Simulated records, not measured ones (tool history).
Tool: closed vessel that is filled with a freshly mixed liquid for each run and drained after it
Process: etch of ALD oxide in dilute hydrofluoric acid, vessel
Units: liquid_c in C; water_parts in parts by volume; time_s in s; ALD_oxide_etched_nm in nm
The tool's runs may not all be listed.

run	day	liquid_c	water_parts	time_s	ALD_oxide_etched_nm
1	0.000	25.0	145	210	16.546
2	0.233	26.5	145	210	17.559
3	0.304	26.5	145	210	17.255
4	0.638	26.5	145	140	11.497
5	0.933	26.5	115	140	14.911
6	1.212	26.5	70	140	26.222

Forecast run 7:
7	1.496	26.0	90	140	?

{"run 7": {"ALD_oxide_etched_nm": 19.881}}
